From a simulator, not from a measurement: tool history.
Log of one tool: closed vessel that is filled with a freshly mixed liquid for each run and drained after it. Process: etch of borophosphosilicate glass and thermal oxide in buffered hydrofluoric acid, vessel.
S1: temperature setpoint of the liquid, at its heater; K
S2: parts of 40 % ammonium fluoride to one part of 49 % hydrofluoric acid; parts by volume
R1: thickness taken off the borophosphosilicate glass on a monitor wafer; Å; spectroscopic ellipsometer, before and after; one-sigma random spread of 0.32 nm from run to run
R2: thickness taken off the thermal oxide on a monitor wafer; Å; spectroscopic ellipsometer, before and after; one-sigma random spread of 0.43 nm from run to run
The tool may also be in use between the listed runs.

Run 1, day 0: S1 296.15 K, S2 7.5 parts by volume, time in the liquid (s) 60. Result: R1 1264.8 Å, R2 816.99 Å.
Run 2, day 0.367: S1 294.65 K, S2 7.5 parts by volume, time in the liquid (s) 60. Result: R1 1160.7 Å, R2 754.75 Å.
Run 3, day 0.45: S1 293.65 K, S2 7.5 parts by volume, time in the liquid (s) 60. Result: R1 1099.5 Å, R2 708.26 Å.
Run 4, day 0.65: S1 291.15 K, S2 7.5 parts by volume, time in the liquid (s) 60. Result: R1 963.73 Å, R2 620.74 Å.
Run 5, day 0.783: S1 291.15 K, S2 5.5 parts by volume, time in the liquid (s) 60. Result: R1 1276.6 Å, R2 823.04 Å.
Run 6, day 1.15: S1 291.15 K, S2 6 parts by volume, time in the liquid (s) 60. Result: R1 1181.9 Å, R2 762.57 Å.
Run 7, day 1.217: S1 291.15 K, S2 6.5 parts by volume, time in the liquid (s) 60. Result: R1 1104.1 Å, R2 708.67 Å.
Run 8, day 1.4: S1 291.15 K, S2 7 parts by volume, time in the liquid (s) 60. Result: R1 1033.5 Å, R2 661.15 Å.
Run 9, day 1.525: S1 290.65 K, S2 7.5 parts by volume, time in the liquid (s) 60. Result: R1 933.61 Å, R2 605.78 Å.

Run 10 is up next; what results do you expect?
Run 10, day 1.604: S1 290.15 K, S2 7.5 parts by volume, time in the liquid (s) 60. Result: R1 ?, R2 ?.

R1: 906 Å
R2: 575.94 Å

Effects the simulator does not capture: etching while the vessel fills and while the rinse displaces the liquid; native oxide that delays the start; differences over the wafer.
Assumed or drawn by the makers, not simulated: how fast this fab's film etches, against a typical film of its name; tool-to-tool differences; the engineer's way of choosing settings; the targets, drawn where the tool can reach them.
